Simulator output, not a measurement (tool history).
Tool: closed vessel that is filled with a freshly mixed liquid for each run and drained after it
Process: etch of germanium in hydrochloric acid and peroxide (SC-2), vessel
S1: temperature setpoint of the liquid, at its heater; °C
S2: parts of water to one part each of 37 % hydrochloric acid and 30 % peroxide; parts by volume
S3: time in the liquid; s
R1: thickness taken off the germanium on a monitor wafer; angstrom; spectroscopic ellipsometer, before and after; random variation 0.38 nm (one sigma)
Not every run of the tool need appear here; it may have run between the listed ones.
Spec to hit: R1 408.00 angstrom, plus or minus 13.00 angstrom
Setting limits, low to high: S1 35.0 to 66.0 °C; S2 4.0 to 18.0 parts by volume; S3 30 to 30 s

run,hour,S1,S2,S3,R1
1,0.0,50.0,10.0,30,502.12
2,1.0,54.5,10.0,30,578.11
3,9.5,54.5,7.5,30,590.60
4,14.9,54.5,7.5,30,601.58
5,19.8,54.5,10.5,30,578.87
6,21.7,59.5,10.5,30,671.21
7,29.5,56.5,10.5,30,618.94
8,32.9,54.0,10.5,30,571.88
9,41.6,52.0,10.5,30,533.59
10,43.8,50.5,10.5,30,514.01
11,53.0,49.0,10.5,30,489.11
12,59.5,48.0,10.5,30,474.03
13,68.1,47.0,10.5,30,462.50

Which single option among these 4 for the next run brings every result within its allowed miss of target? Just one does.
A,76.7,50.5,10.0,30,?
B,76.7,41.5,10.0,30,?
C,76.7,41.5,9.0,30,?
D,76.7,43.5,11.5,30,?

move,R1
A,518.34
B,387.44
C,390.58
D,408.58
A: lands further from the targets than the last run did
B: moves the result that the last run missed by most past its target, out the other side
C: moves the result that the last run missed by most past its target, out the other side
D: meets every target
The right move is D.
